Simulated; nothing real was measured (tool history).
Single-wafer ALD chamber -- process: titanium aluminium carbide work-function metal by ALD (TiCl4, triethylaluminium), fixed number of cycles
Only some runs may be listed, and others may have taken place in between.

run  hour  heater temperature setpoint (K)  triethylaluminium pulse time (s)  mean film thickness on the monitor wafer (Å)
  1     0                           583.15                             11.87                                        20.022
  2   3.9                           588.15                             11.87                                        20.218
  3  11.1                           579.15                              9.56                                        19.186
  4    17                           573.15                              7.95                                          17.8
  5  17.7                           569.15                              7.42                                         17.32
  6  18.4                           569.15                              4.85                                        13.981

Predict the results of run 7:
  7  22.2                           568.15                              5.45                                             ?

{"run 7": {"mean film thickness on the monitor wafer (Å)": 14.916}}
